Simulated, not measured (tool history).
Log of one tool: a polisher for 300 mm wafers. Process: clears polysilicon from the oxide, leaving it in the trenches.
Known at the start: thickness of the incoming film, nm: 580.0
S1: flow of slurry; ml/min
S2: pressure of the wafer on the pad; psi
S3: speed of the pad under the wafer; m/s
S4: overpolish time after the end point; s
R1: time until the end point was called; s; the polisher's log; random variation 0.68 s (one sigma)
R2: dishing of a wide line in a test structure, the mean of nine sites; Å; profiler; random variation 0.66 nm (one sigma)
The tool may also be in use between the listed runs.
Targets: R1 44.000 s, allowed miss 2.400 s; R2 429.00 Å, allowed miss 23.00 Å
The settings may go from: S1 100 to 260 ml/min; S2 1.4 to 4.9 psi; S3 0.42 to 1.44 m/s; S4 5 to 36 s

run   hour   S1   S2    S3  S4      R1      R2
  1    0.0  165  3.1  0.92  18  37.161  694.66
  2    1.0  165  3.0  0.92  15  38.326  655.16
  3    2.4  165  2.7  0.92  15  42.223  674.18
  4   10.9  150  3.1  0.82  13  41.457  642.25
  5   19.3  140  3.3  0.74  11  43.102  627.96
  6   26.0  140  3.3  0.92  11  36.065  645.19
  7   31.5  130  3.5  0.82  10  37.448  630.91
  8   38.2  125  3.7  0.74   9  39.176  601.31
  9   46.5  120  3.9  0.68   8  41.172  584.28
 10   55.3  115  4.1  0.62   7  41.891  534.97
 11   63.6  115  4.3  0.58   7  41.688  526.54
 12   72.2  115  4.4  0.54   7  42.490  544.85
 13   77.4  110  4.5  0.52   7  42.367  540.69
 14   78.8  110  4.5  0.52   7  43.841  528.48
 15   83.8  110  4.6  0.50   7  42.952  518.45
 16   89.7  110  4.7  0.48   7  42.406  515.41
 17   96.2  110  4.7  0.46   7  45.632  519.01
 18  100.9  105  4.8  0.44   6  46.210  456.84

5 next moves are on the table. One of them brings every result within its allowed miss. Which?
  A  105.6  160  4.7  0.42   5   ?   ?
  B  105.6  100  4.7  0.42   7   ?   ?
  C  105.6  110  4.4  0.42   6   ?   ?
  D  105.6  105  4.2  0.48   8   ?   ?
  E  105.6  115  4.3  0.42   8   ?   ?

move      R1      R2
   A  44.574  435.42
   B  49.872  494.64
   C  51.730  444.26
   D  50.293  526.99
   E  52.275  517.11
A: meets every target
B: further off than the last run
C: brings the result that was furthest off to its target, and leaves another outside
D: further off than the last run
E: further off than the last run
Move A is the one to make.
